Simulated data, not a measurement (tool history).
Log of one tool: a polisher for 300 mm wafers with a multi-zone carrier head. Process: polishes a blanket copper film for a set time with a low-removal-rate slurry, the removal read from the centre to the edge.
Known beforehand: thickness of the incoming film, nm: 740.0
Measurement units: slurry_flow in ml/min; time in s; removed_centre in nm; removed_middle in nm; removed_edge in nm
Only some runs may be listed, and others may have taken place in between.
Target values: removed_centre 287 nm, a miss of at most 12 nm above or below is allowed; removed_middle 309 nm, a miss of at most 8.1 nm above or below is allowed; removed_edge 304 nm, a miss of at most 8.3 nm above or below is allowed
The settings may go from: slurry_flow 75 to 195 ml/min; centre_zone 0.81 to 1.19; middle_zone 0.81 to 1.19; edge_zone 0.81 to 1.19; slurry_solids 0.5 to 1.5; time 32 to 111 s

run	hour	slurry_flow	centre_zone	middle_zone	edge_zone	slurry_solids	time	removed_centre	removed_middle	removed_edge
1	0	125	1	1	1	1	71	268.63	254.75	256.76
2	8.3	125	1	1	1	0.8	71	241.28	243.78	244.72
3	9.7	125	1	1	1	0.65	71	233.05	228.95	229.12
4	14.6	130	1	1.01	1.02	0.7	71	242.02	241.23	241.6
5	18.9	160	1	1.01	1.02	0.7	71	257.97	252.29	246.23
6	26	160	1	1.01	0.96	0.7	71	257	247.27	244.13
7	32.2	160	0.99	1.01	0.98	0.75	71	253.05	258.4	246.85
8	34.3	160	0.98	1.01	1	0.8	71	253.84	259.64	251.78

Next run, 4 choices. One meets every target within its allowed miss, the rest don't. Which?
A	36.4	75	0.83	0.81	1.07	0.85	93	?	?	?
B	36.4	150	1.09	1.03	0.99	0.65	65	?	?	?
C	36.4	160	0.98	1.09	1.15	0.8	79	?	?	?
D	36.4	140	1.17	0.89	0.94	0.6	67	?	?	?

move	removed_centre	removed_middle	removed_edge
A	230.78	235.63	301.85
B	234.32	229.33	218.65
C	282	311	304.1
D	245.06	203.76	213.66
A: gets the furthest-off result to its target, but another result is out of tolerance
B: the biggest miss grows against the last run
C: every result within its allowed miss
D: the biggest miss grows against the last run
Answer: C

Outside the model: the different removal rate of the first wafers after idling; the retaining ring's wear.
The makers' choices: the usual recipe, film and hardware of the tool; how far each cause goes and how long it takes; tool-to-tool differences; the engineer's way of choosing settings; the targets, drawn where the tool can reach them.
